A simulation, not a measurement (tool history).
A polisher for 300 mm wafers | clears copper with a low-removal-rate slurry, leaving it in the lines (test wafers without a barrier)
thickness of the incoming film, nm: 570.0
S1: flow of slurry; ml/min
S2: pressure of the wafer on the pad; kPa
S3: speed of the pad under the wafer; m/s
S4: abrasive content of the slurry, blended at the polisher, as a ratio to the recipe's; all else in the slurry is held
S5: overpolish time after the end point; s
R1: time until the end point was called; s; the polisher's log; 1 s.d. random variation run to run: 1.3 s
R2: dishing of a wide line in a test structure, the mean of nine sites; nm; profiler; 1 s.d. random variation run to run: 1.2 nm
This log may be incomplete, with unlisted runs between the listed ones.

run	hour	S1	S2	S3	S4	S5	R1	R2
1	0	195	20	1.42	1	29	156.87	54.737
2	4.8	240	20	1.42	1	29	151.25	55.62
3	10.3	240	21.4	1.42	1	30	146.13	59.402
4	12.3	240	23.4	1.42	1	31	133.62	62.642
5	17.8	240	28.3	1.42	1	31	116.62	70.289
6	19.8	240	29	1.44	1	32	110.59	72.264
7	22.8	240	29.6	1.46	1	33	110.52	72.767
8	26.3	240	29.6	1.48	1	34	107.2	74.859
9	28.2	240	29.6	1.5	1	35	103.05	77.427
10	35.4	240	29.6	1.5	1	36	106.61	77.416
11	36.6	240	29.6	1.52	1	37	104.56	78.551
12	40.2	240	29.6	1.52	1	38	103.15	80.244
13	42.7	240	29.6	1.52	1	38	102.88	78.219
14	43.3	240	29.6	1.52	1	40	102.57	82.361

What will run 15 give?
15	46.5	245	30.3	1.52	1	41	?	?

{"run 15": {"R1": 101.42, "R2": 81.912}}
